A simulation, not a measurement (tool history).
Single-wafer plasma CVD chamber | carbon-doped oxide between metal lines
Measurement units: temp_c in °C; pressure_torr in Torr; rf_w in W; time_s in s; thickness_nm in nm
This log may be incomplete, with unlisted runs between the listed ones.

run 1 day=0 | temp_c=325 pressure_torr=4.65 rf_w=470 time_s=25.8 | thickness_nm=133.41
run 2 day=0.25 | temp_c=325 pressure_torr=4.09 rf_w=470 time_s=25.8 | thickness_nm=130.33
run 3 day=0.608 | temp_c=320 pressure_torr=4.09 rf_w=470 time_s=25.8 | thickness_nm=133.31
run 4 day=0.65 | temp_c=328 pressure_torr=4.09 rf_w=470 time_s=25.8 | thickness_nm=129.1
run 5 day=0.783 | temp_c=329 pressure_torr=4.06 rf_w=470 time_s=25.8 | thickness_nm=128.04
run 6 day=1.05 | temp_c=329 pressure_torr=4.06 rf_w=520 time_s=25.8 | thickness_nm=140.9
run 7 day=1.229 | temp_c=331 pressure_torr=3.94 rf_w=515 time_s=25.8 | thickness_nm=137.9
run 8 day=1.342 | temp_c=332 pressure_torr=3.83 rf_w=515 time_s=25.8 | thickness_nm=136.97
run 9 day=1.617 | temp_c=333 pressure_torr=3.74 rf_w=515 time_s=25.8 | thickness_nm=135.5

Run 10 is up next; what results do you expect?
run 10 day=1.646 | temp_c=334 pressure_torr=3.66 rf_w=515 time_s=25.8 | thickness_nm=?

{"run 10": {"thickness_nm": 134.1}}
